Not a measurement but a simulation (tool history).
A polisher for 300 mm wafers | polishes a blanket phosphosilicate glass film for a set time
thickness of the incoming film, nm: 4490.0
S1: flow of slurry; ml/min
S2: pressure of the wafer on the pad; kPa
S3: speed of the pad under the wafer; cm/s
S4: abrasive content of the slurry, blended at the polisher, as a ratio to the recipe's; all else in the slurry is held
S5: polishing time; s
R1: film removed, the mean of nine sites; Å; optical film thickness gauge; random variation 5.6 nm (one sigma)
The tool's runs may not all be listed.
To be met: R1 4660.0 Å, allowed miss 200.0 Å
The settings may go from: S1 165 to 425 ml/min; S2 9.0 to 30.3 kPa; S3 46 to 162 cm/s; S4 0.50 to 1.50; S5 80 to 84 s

{"run": 1, "hour": 0.0, "S1": 275, "S2": 19.3, "S3": 104, "S4": 1.0, "S5": 80, "R1": 6379.5}
{"run": 2, "hour": 3.7, "S1": 275, "S2": 17.9, "S3": 104, "S4": 1.0, "S5": 80, "R1": 6085.1}
{"run": 3, "hour": 9.4, "S1": 275, "S2": 17.9, "S3": 104, "S4": 1.15, "S5": 80, "R1": 6528.4}
{"run": 4, "hour": 15.8, "S1": 275, "S2": 15.9, "S3": 104, "S4": 1.15, "S5": 80, "R1": 5789.2}
{"run": 5, "hour": 17.4, "S1": 275, "S2": 14.5, "S3": 104, "S4": 1.15, "S5": 80, "R1": 5262.1}
{"run": 6, "hour": 23.8, "S1": 275, "S2": 14.5, "S3": 104, "S4": 1.15, "S5": 84, "R1": 5514.4}
{"run": 7, "hour": 32.7, "S1": 275, "S2": 14.5, "S3": 104, "S4": 1.15, "S5": 84, "R1": 5624.9}
{"run": 8, "hour": 35.6, "S1": 275, "S2": 10.3, "S3": 102, "S4": 1.15, "S5": 84, "R1": 3998.1}
{"run": 9, "hour": 42.0, "S1": 275, "S2": 11.0, "S3": 102, "S4": 1.15, "S5": 84, "R1": 4241.6}

4 next moves are on the table. One of them brings every result within its allowed miss. Which?
{"run": "A", "hour": 48.4, "S1": 290, "S2": 14.5, "S3": 102, "S4": 1.05, "S5": 84, "R1": "?"}
{"run": "B", "hour": 48.4, "S1": 250, "S2": 9.0, "S3": 104, "S4": 1.45, "S5": 84, "R1": "?"}
{"run": "C", "hour": 48.4, "S1": 340, "S2": 13.8, "S3": 92, "S4": 1.2, "S5": 84, "R1": "?"}
{"run": "D", "hour": 48.4, "S1": 185, "S2": 13.1, "S3": 88, "S4": 1.35, "S5": 84, "R1": "?"}

move=A R1=5210.3
move=B R1=3925.0
move=C R1=5019.2
move=D R1=4625.5
A: takes the result that was furthest off past its target
B: further off than the last run
C: takes the result that was furthest off past its target
D: meets every target
Answer: D
